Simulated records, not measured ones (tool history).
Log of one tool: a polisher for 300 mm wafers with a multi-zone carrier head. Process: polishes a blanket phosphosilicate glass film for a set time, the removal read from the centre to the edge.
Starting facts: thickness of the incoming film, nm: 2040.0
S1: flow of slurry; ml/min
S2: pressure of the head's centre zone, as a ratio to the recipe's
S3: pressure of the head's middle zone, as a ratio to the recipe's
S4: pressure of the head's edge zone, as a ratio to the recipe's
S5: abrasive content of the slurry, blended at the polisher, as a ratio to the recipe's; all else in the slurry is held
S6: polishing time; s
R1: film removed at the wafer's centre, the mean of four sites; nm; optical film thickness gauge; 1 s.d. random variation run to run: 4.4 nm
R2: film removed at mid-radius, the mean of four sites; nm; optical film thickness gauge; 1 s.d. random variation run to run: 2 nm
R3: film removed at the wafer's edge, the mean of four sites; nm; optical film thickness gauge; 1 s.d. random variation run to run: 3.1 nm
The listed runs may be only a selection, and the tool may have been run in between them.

run  hour   S1    S2    S3    S4    S5  S6      R1      R2      R3
  1   0.0  230  1.00  1.00  1.00  1.00  42  367.43  355.74  356.17
  2   4.9  230  1.00  1.00  0.95  1.00  42  359.63  355.71  344.71
  3  11.9  230  1.01  0.99  0.94  0.95  42  371.66  349.05  345.15
  4  12.7  230  1.05  0.99  0.94  0.95  42  375.15  342.11  348.57
     15.1  -- slurry nozzle cleaned
  5  15.1  230  1.05  0.98  0.93  0.90  42  398.14  368.30  350.65
  6  19.9  230  1.05  0.98  0.93  1.05  42  431.57  382.00  373.68
  7  25.1  200  1.07  0.88  0.87  0.80  38  332.73  280.67  292.48
  8  26.5  200  1.07  0.88  0.86  0.80  38  348.46  280.43  290.61
  9  34.9  195  1.06  0.88  0.86  0.80  38  335.70  283.65  291.06
 10  37.1  200  1.05  0.86  0.84  0.70  38  327.89  266.10  275.60

Run 11 comes next. What will it give?
 11  38.5  195  1.04  0.86  0.84  0.70  38   ?   ?   ?

{"run 11": {"R1": 322.07, "R2": 258.98, "R3": 270.05}}
